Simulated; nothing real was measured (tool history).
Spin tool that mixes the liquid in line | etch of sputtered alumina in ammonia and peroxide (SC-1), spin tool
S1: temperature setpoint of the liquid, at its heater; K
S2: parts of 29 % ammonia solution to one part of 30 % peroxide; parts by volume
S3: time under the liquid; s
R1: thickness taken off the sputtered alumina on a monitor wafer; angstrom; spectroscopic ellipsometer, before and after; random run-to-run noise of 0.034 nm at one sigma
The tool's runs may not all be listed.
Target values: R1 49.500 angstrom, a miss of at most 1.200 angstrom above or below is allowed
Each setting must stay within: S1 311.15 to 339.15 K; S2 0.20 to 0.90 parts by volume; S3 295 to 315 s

run  hour      S1    S2   S3      R1
  1   0.0  323.15  0.50  295  89.443
  2   8.9  320.15  0.50  295  74.209
  3  17.8  320.15  0.50  315  80.144
  4  22.0  320.15  0.65  315  82.538
  5  29.8  320.15  0.75  315  82.777
  6  37.9  318.15  0.75  315  74.167
  7  41.7  316.65  0.75  315  68.942
  8  43.4  315.65  0.75  315  64.804

Of the 5 settings listed for the next run, only one would bring every result within its allowed miss of target. Which one?
  A  45.1  321.65  0.70  315   ?
  B  45.1  320.15  0.90  315   ?
  C  45.1  312.15  0.45  315   ?
  D  45.1  313.15  0.80  295   ?
  E  45.1  318.65  0.85  315   ?

move      R1
   A  89.491
   B  84.290
   C  49.711
   D  52.182
   E  77.031
A: the biggest miss grows against the last run
B: the biggest miss grows against the last run
C: every result within its allowed miss
D: nearer than the last run, and not there yet
E: the biggest miss grows against the last run
Correct choice: C, which meets every target

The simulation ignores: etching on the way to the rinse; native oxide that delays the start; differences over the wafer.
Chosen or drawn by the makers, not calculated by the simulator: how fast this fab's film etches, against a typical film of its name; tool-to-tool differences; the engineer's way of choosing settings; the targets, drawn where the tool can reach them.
